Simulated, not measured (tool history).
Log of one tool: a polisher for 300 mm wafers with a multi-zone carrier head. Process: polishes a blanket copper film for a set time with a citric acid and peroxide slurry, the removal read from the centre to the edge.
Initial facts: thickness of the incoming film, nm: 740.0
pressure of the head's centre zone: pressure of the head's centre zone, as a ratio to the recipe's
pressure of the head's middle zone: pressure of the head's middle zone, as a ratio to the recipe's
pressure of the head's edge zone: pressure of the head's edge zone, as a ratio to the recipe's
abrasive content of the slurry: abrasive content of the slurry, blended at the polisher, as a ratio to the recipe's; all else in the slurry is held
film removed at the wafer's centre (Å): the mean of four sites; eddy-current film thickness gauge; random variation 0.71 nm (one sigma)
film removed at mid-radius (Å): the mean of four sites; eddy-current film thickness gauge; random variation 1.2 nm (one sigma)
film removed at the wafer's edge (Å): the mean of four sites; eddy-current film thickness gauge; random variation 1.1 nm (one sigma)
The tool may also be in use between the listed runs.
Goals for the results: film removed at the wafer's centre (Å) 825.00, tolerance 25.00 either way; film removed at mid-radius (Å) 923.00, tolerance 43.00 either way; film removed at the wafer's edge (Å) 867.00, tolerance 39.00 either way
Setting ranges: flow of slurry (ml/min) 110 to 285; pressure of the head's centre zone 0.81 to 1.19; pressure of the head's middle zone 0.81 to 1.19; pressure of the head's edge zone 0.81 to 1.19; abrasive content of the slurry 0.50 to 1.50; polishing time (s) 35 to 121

run,hour,flow of slurry (ml/min),pressure of the head's centre zone,pressure of the head's middle zone,pressure of the head's edge zone,abrasive content of the slurry,polishing time (s),film removed at the wafer's centre (Å),film removed at mid-radius (Å),film removed at the wafer's edge (Å)
1,0.0,180,1.00,1.00,1.00,1.00,78,1479.60,1506.50,1524.50
2,7.2,215,1.00,1.00,1.00,1.00,78,1525.70,1484.90,1543.90
3,14.6,210,0.97,1.00,0.96,0.85,69,1265.00,1264.20,1278.50
4,21.5,200,0.94,1.00,0.93,0.75,65,1112.00,1212.90,1182.20
5,23.6,205,0.93,1.00,0.91,0.70,60,1006.60,1118.40,1045.80
6,24.2,205,0.92,0.98,0.89,0.65,58,984.43,1032.80,996.62
7,30.6,195,0.90,0.97,0.87,0.60,57,927.12,991.45,938.72
8,35.5,145,0.84,0.94,0.84,0.55,57,791.52,888.32,891.56

Consider the 4 candidate settings below. Which is the only one whose results all fall within their allowed miss of target?
A,40.4,125,0.91,0.94,0.81,0.50,55,?,?,?
B,40.4,175,0.98,0.99,0.81,0.55,49,?,?,?
C,40.4,170,0.88,0.97,0.81,0.50,52,?,?,?
D,40.4,175,0.87,0.97,0.81,0.50,56,?,?,?

move,film removed at the wafer's centre (Å),film removed at mid-radius (Å),film removed at the wafer's edge (Å)
A,768.95,812.41,818.89
B,808.64,826.76,780.60
C,763.75,845.66,813.29
D,819.14,915.64,879.27
A: moves away from the targets compared with the last run
B: gets the furthest-off result to its target, but another result is out of tolerance
C: moves away from the targets compared with the last run
D: all results in spec
D is the move that brings every result within its allowed miss.
